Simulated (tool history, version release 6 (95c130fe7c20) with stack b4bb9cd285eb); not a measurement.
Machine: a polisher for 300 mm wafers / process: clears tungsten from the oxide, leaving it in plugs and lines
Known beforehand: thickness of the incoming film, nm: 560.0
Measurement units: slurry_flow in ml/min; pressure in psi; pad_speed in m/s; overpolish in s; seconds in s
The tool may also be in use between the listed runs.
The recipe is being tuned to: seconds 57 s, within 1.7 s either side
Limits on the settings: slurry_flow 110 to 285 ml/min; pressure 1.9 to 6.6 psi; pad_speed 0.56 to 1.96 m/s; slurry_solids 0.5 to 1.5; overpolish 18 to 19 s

{"run": 1, "day": 0.0, "slurry_flow": 180, "pressure": 4.2, "pad_speed": 1.26, "slurry_solids": 1, "overpolish": 18, "seconds": 78.804}
{"run": 2, "day": 0.05, "slurry_flow": 185, "pressure": 4.5, "pad_speed": 1.26, "slurry_solids": 1, "overpolish": 18, "seconds": 76.227}
{"run": 3, "day": 0.146, "slurry_flow": 185, "pressure": 4.9, "pad_speed": 1.26, "slurry_solids": 1, "overpolish": 18, "seconds": 70.804}
{"run": 4, "day": 0.308, "slurry_flow": 185, "pressure": 4.9, "pad_speed": 1.52, "slurry_solids": 1, "overpolish": 18, "seconds": 59.514}
{"run": 5, "day": 0.458, "slurry_flow": 185, "pressure": 4.2, "pad_speed": 1.52, "slurry_solids": 1, "overpolish": 18, "seconds": 66.675}
{"run": 6, "day": 0.617, "slurry_flow": 185, "pressure": 4.4, "pad_speed": 1.52, "slurry_solids": 1, "overpolish": 18, "seconds": 64.597}
{"run": 7, "day": 0.692, "slurry_flow": 185, "pressure": 4.6, "pad_speed": 1.52, "slurry_solids": 1, "overpolish": 18, "seconds": 62.413}
{"run": 8, "day": 0.821, "slurry_flow": 185, "pressure": 4.7, "pad_speed": 1.52, "slurry_solids": 1, "overpolish": 18, "seconds": 60.694}
{"run": 9, "day": 1.146, "slurry_flow": 185, "pressure": 4.8, "pad_speed": 1.52, "slurry_solids": 1, "overpolish": 18, "seconds": 60.206}
{"run": 10, "day": 1.433, "slurry_flow": 185, "pressure": 4.9, "pad_speed": 1.52, "slurry_solids": 1, "overpolish": 18, "seconds": 58.811}

Of the 4 settings listed for the next run, only one would bring every result within its allowed miss of target. Which one?
{"run": "A", "day": 1.721, "slurry_flow": 190, "pressure": 4.4, "pad_speed": 1.58, "slurry_solids": 1.05, "overpolish": 19, "seconds": "?"}
{"run": "B", "day": 1.721, "slurry_flow": 170, "pressure": 4.9, "pad_speed": 1.6, "slurry_solids": 0.9, "overpolish": 18, "seconds": "?"}
{"run": "C", "day": 1.721, "slurry_flow": 225, "pressure": 4.6, "pad_speed": 1.76, "slurry_solids": 1, "overpolish": 19, "seconds": "?"}
{"run": "D", "day": 1.721, "slurry_flow": 190, "pressure": 4.4, "pad_speed": 1.6, "slurry_solids": 1, "overpolish": 19, "seconds": "?"}

move=A seconds=61.368
move=B seconds=58.086
move=C seconds=53.049
move=D seconds=61.263
A: its largest miss is bigger than the last run's
B: meets every target
C: pushes the last run's worst result past its target
D: its largest miss is bigger than the last run's
The right move is B.
